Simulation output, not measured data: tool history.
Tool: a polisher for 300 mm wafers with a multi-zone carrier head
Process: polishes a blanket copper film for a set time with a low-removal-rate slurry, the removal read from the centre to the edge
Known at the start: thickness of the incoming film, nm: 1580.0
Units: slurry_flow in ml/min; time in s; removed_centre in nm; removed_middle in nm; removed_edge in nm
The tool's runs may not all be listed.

{"run": 1, "hour": 0.0, "slurry_flow": 200, "centre_zone": 1.0, "middle_zone": 1.0, "edge_zone": 1.0, "slurry_solids": 1.0, "time": 55, "removed_centre": 127.84, "removed_middle": 120.28, "removed_edge": 125.88}
{"run": 2, "hour": 7.6, "slurry_flow": 200, "centre_zone": 1.0, "middle_zone": 0.97, "edge_zone": 1.0, "slurry_solids": 1.0, "time": 55, "removed_centre": 126.94, "removed_middle": 117.89, "removed_edge": 125.2}
{"run": 3, "hour": 15.4, "slurry_flow": 210, "centre_zone": 0.99, "middle_zone": 1.02, "edge_zone": 1.02, "slurry_solids": 1.15, "time": 58, "removed_centre": 134.79, "removed_middle": 133.05, "removed_edge": 139.19}
{"run": 4, "hour": 18.3, "slurry_flow": 210, "centre_zone": 0.99, "middle_zone": 1.02, "edge_zone": 1.02, "slurry_solids": 1.3, "time": 58, "removed_centre": 141.48, "removed_middle": 136.68, "removed_edge": 143.68}
{"run": 5, "hour": 24.2, "slurry_flow": 220, "centre_zone": 1.0, "middle_zone": 1.06, "edge_zone": 1.03, "slurry_solids": 1.35, "time": 60, "removed_centre": 150.5, "removed_middle": 152.09, "removed_edge": 149.45}
{"run": 6, "hour": 27.0, "slurry_flow": 220, "centre_zone": 1.0, "middle_zone": 1.06, "edge_zone": 1.03, "slurry_solids": 1.2, "time": 60, "removed_centre": 141.65, "removed_middle": 148.98, "removed_edge": 145.44}
{"run": 7, "hour": 30.7, "slurry_flow": 220, "centre_zone": 1.01, "middle_zone": 1.07, "edge_zone": 1.05, "slurry_solids": 1.3, "time": 62, "removed_centre": 155.45, "removed_middle": 155.71, "removed_edge": 155.74}
{"run": 8, "hour": 32.6, "slurry_flow": 225, "centre_zone": 1.01, "middle_zone": 1.09, "edge_zone": 1.07, "slurry_solids": 1.35, "time": 63, "removed_centre": 161.27, "removed_middle": 162.39, "removed_edge": 156.49}

The next listed run, before its measurement:
{"run": 9, "hour": 35.9, "slurry_flow": 230, "centre_zone": 0.99, "middle_zone": 1.09, "edge_zone": 1.07, "slurry_solids": 1.4, "time": 65, "removed_centre": "?", "removed_middle": "?", "removed_edge": "?"}

Run 9 gave removed_centre 158.48 nm, removed_middle 170.94 nm, removed_edge 167.67 nm.

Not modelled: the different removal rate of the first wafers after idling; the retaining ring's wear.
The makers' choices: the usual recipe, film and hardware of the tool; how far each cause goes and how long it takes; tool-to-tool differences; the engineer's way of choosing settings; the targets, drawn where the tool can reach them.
